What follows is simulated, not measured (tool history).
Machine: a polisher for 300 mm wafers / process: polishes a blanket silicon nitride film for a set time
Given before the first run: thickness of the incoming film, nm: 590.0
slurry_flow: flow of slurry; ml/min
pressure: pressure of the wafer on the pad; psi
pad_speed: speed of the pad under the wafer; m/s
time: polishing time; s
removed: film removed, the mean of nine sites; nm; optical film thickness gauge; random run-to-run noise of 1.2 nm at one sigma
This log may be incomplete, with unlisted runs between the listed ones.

Run 1, hour 0: slurry_flow 210 ml/min, pressure 4.9 psi, pad_speed 1.18 m/s, time 26 s. Result: removed 88.912 nm.
Run 2, hour 1.2: slurry_flow 210 ml/min, pressure 4.9 psi, pad_speed 1.18 m/s, time 24 s. Result: removed 79.134 nm.
Run 3, hour 9.6: slurry_flow 210 ml/min, pressure 5.1 psi, pad_speed 1.18 m/s, time 24 s. Result: removed 82.871 nm.
Run 4, hour 17.1: slurry_flow 210 ml/min, pressure 5.5 psi, pad_speed 1.18 m/s, time 24 s. Result: removed 90.302 nm.
Run 5, hour 19.4: slurry_flow 210 ml/min, pressure 5.6 psi, pad_speed 1.18 m/s, time 24 s. Result: removed 90.283 nm.
Run 6, hour 20.1: slurry_flow 210 ml/min, pressure 5.8 psi, pad_speed 1.18 m/s, time 24 s. Result: removed 93.315 nm.

Run 7 comes next. What will it give?
Run 7, hour 26: slurry_flow 210 ml/min, pressure 5.9 psi, pad_speed 1.18 m/s, time 24 s. Result: removed ?.

removed: 94.453 nm

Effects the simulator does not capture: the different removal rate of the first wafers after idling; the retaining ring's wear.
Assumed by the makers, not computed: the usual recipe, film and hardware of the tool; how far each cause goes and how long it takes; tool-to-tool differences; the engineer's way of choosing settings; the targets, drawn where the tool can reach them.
